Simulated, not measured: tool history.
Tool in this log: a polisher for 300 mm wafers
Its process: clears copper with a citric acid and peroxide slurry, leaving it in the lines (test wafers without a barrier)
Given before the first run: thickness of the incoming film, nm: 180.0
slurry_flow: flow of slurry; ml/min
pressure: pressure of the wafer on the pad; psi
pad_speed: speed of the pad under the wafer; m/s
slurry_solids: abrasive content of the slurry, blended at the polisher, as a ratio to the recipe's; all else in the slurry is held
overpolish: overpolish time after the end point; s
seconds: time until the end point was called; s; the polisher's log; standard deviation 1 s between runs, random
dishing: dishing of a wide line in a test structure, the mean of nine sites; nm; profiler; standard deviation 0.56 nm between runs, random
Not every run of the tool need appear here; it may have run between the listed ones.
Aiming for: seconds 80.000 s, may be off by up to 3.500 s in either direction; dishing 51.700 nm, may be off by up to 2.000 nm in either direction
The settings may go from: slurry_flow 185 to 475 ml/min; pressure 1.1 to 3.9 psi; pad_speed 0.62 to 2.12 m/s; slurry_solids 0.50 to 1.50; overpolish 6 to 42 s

run,hour,slurry_flow,pressure,pad_speed,slurry_solids,overpolish,seconds,dishing
1,0.0,305,2.5,1.36,1.00,21,74.129,39.977
2,5.1,305,2.5,1.12,1.00,21,88.560,33.542
3,10.4,305,2.5,1.12,1.15,21,85.554,33.463
4,12.8,305,1.9,1.12,1.15,21,105.590,27.278
5,19.0,305,1.9,1.12,1.25,21,106.990,28.281
6,23.8,305,2.1,1.14,1.25,23,95.578,32.722
7,27.4,290,2.3,1.14,1.20,25,91.701,37.739
8,28.7,280,2.4,1.14,1.20,26,87.897,39.829
9,33.5,285,2.5,1.14,1.15,27,84.499,42.841
10,35.5,280,2.5,1.14,1.15,28,83.508,44.303
11,40.9,280,2.5,1.14,1.15,29,85.265,45.185
12,46.3,280,2.5,1.14,1.15,29,86.292,44.863
13,48.3,280,2.6,1.14,1.15,30,83.564,46.932
14,55.1,280,2.6,1.14,1.15,31,83.148,49.151

Which one of the following 5 next-run settings gets every result inside its allowed miss? There is exactly one.
A,61.9,325,2.9,1.14,0.85,31,?,?
B,61.9,305,2.3,1.14,1.25,33,?,?
C,61.9,275,2.3,1.18,1.20,33,?,?
D,61.9,245,2.5,1.06,1.30,37,?,?
E,61.9,290,2.1,1.36,1.25,30,?,?

move,seconds,dishing
A,78.485,50.728
B,88.452,47.707
C,87.204,48.263
D,90.190,51.867
E,80.586,47.313
A: hits every target within its allowed miss
B: further off than the last run
C: further off than the last run
D: gets the furthest-off result to its target, but another result is out of tolerance
E: further off than the last run
A meets every target.
